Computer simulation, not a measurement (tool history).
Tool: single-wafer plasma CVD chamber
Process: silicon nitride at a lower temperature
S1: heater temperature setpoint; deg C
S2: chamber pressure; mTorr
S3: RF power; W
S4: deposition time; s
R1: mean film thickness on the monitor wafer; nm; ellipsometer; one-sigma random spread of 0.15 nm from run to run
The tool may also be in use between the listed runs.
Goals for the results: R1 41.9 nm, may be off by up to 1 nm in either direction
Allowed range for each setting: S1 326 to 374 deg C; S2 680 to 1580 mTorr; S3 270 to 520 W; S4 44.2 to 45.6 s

run  hour   S1    S2   S3    S4      R1
  1     0  350  1130  395  44.2  51.402
  2   5.1  350  1130  440  44.2  54.944
  3   7.8  350  1070  425  44.2  52.686
  4  14.5  350  1020  410  44.2  50.911
  5  20.9  350   980  400  44.2    49.6
  6  22.2  350   940  390  44.2  47.973
  7  26.1  350   910  385  44.2  46.877
  8  33.6  350   880  380  44.2  46.093
  9  41.5  350   850  375  44.2  44.991
 10  49.7  350   830  375  44.2  44.823
 11  50.9  350   810  375  44.2  44.455
 12  57.8  350   790  375  44.2  43.839

Which of these 4 next moves meets every target?
  A  64.7  358  930  320  44.2   ?
  B  64.7  344  840  370  45.6   ?
  C  64.7  350  820  365  44.9   ?
  D  64.7  350  810  375  44.2   ?

move      R1
   A  42.186
   B  46.061
   C  44.461
   D  44.295
A: each result inside its tolerance
B: moves away from the targets compared with the last run
C: moves away from the targets compared with the last run
D: moves away from the targets compared with the last run
The move that meets every target is A.

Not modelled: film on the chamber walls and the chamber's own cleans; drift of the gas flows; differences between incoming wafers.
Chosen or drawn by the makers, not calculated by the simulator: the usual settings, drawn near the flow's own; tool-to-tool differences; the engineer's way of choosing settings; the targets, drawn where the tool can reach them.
